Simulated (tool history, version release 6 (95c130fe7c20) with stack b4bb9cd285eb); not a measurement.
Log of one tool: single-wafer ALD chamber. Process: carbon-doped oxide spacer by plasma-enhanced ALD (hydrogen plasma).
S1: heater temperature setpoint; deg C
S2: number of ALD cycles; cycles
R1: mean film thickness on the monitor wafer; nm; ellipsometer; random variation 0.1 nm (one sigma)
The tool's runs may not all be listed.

run,hour,S1,S2,R1
1,0,385,395,17.77
2,5.2,374,395,17.806
3,6,380,395,17.77
4,11.6,380,404,18.05
5,14.6,380,370,16.555
6,17,373,370,16.719
7,22.5,373,386,17.423
8,29.6,373,397,17.816

For run 9, what comes out?
9,38.4,373,437,?

{"run 9": {"R1": 19.771}}

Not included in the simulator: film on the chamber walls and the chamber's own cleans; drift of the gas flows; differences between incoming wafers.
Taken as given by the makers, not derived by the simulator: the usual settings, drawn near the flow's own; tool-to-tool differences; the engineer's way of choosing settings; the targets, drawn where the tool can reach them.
